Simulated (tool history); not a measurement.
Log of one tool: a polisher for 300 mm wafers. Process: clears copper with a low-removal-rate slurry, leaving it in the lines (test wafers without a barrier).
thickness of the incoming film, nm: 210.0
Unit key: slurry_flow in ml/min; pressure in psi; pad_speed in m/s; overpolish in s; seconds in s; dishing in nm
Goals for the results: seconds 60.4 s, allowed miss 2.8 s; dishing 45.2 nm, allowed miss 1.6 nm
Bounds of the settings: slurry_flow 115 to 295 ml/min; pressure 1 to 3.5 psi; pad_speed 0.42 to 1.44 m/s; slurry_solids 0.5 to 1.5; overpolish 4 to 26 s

| run | day | slurry_flow | pressure | pad_speed | slurry_solids | overpolish | seconds | dishing |
|---|---|---|---|---|---|---|---|---|
| 1 | 0 | 190 | 2.2 | 0.92 | 1 | 13 | 118.89 | 17.797 |
| 2 | 0.154 | 190 | 2.5 | 0.92 | 1 | 13 | 104.79 | 20.562 |
| 3 | 0.475 | 190 | 2.3 | 0.92 | 1 | 13 | 111.37 | 18.762 |
| 4 | 0.688 | 225 | 2.3 | 0.92 | 1 | 13 | 110.93 | 19.188 |
| 5 | 0.708 | 195 | 2.3 | 0.92 | 1 | 13 | 110.73 | 18.815 |
| 6 | 0.821 | 195 | 2.6 | 0.98 | 1 | 14 | 94.183 | 23.9 |
| 7 | 1.133 | 180 | 3.2 | 1.16 | 1 | 17 | 65.868 | 38.693 |
| 8 | 1.25 | 190 | 3.3 | 1.16 | 1 | 17 | 63.459 | 39.998 |
| 9 | 1.596 | 190 | 3.4 | 1.16 | 1 | 18 | 61.559 | 42.374 |

Exactly one of the 5 candidate moves below puts every result within its allowed miss. Which one?
| A | 1.942 | 200 | 3.3 | 1.18 | 1.1 | 16 | ? | ? |
| B | 1.942 | 150 | 3.5 | 1.2 | 1.15 | 16 | ? | ? |
| C | 1.942 | 190 | 3.3 | 1.2 | 1.1 | 19 | ? | ? |
| D | 1.942 | 190 | 3.3 | 1.24 | 0.95 | 17 | ? | ? |
| E | 1.942 | 180 | 3.5 | 1.14 | 0.85 | 16 | ? | ? |

| move | seconds | dishing |
|---|---|---|
| A | 60.991 | 39.243 |
| B | 58.5 | 40.768 |
| C | 60.376 | 45.646 |
| D | 59.596 | 42.098 |
| E | 62.333 | 38.637 |
A: the biggest miss grows against the last run
B: the biggest miss grows against the last run
C: all results land within tolerance of their targets
D: the biggest miss grows against the last run
E: the biggest miss grows against the last run
Move C is the one to make.
